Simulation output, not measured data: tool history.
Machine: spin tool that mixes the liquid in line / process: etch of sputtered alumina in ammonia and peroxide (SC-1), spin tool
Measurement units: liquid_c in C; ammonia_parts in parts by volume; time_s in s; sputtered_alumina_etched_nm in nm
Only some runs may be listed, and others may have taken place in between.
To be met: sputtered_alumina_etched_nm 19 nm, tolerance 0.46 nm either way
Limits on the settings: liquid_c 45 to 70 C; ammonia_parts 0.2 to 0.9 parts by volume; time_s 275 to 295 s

Run 1, hour 0: liquid_c 61 C, ammonia_parts 0.5 parts by volume, time_s 275 s. Result: sputtered_alumina_etched_nm 36.822 nm.
Run 2, hour 0.9: liquid_c 61 C, ammonia_parts 0.5 parts by volume, time_s 295 s. Result: sputtered_alumina_etched_nm 39.918 nm.
Run 3, hour 3.1: liquid_c 61 C, ammonia_parts 0.55 parts by volume, time_s 295 s. Result: sputtered_alumina_etched_nm 39.361 nm.
Run 4, hour 9.7: liquid_c 61 C, ammonia_parts 0.55 parts by volume, time_s 295 s. Result: sputtered_alumina_etched_nm 39.806 nm.
Run 5, hour 10.7: liquid_c 55.5 C, ammonia_parts 0.55 parts by volume, time_s 295 s. Result: sputtered_alumina_etched_nm 30.005 nm.
Run 6, hour 18.9: liquid_c 55.5 C, ammonia_parts 0.55 parts by volume, time_s 295 s. Result: sputtered_alumina_etched_nm 29.688 nm.
Run 7, hour 25.4: liquid_c 54.5 C, ammonia_parts 0.55 parts by volume, time_s 295 s. Result: sputtered_alumina_etched_nm 28.06 nm.
Run 8, hour 31.9: liquid_c 53.5 C, ammonia_parts 0.55 parts by volume, time_s 295 s. Result: sputtered_alumina_etched_nm 27.151 nm.
Run 9, hour 34.1: liquid_c 52.5 C, ammonia_parts 0.55 parts by volume, time_s 295 s. Result: sputtered_alumina_etched_nm 25.687 nm.
Run 10, hour 35.9: liquid_c 51.5 C, ammonia_parts 0.55 parts by volume, time_s 295 s. Result: sputtered_alumina_etched_nm 24.134 nm.

Which one of the following 5 next-run settings gets every result inside its allowed miss? There is exactly one.
Run A, hour 37.7: liquid_c 49.5 C, ammonia_parts 0.5 parts by volume, time_s 275 s. Result: sputtered_alumina_etched_nm ?.
Run B, hour 37.7: liquid_c 47 C, ammonia_parts 0.65 parts by volume, time_s 275 s. Result: sputtered_alumina_etched_nm ?.
Run C, hour 37.7: liquid_c 48.5 C, ammonia_parts 0.55 parts by volume, time_s 275 s. Result: sputtered_alumina_etched_nm ?.
Run D, hour 37.7: liquid_c 48 C, ammonia_parts 0.35 parts by volume, time_s 275 s. Result: sputtered_alumina_etched_nm ?.
Run E, hour 37.7: liquid_c 47.5 C, ammonia_parts 0.55 parts by volume, time_s 275 s. Result: sputtered_alumina_etched_nm ?.

move  sputtered_alumina_etched_nm
   A                       20.151
   B                       17.975
   C                       19.238
   D                       17.923
   E                       18.195
A: nearer the targets than the last run, but a result is still out of spec
B: the result that was furthest off in the last run now lies on the other side of its target
C: all results in spec
D: the result that was furthest off in the last run now lies on the other side of its target
E: the result that was furthest off in the last run now lies on the other side of its target
The move that meets every target is C.
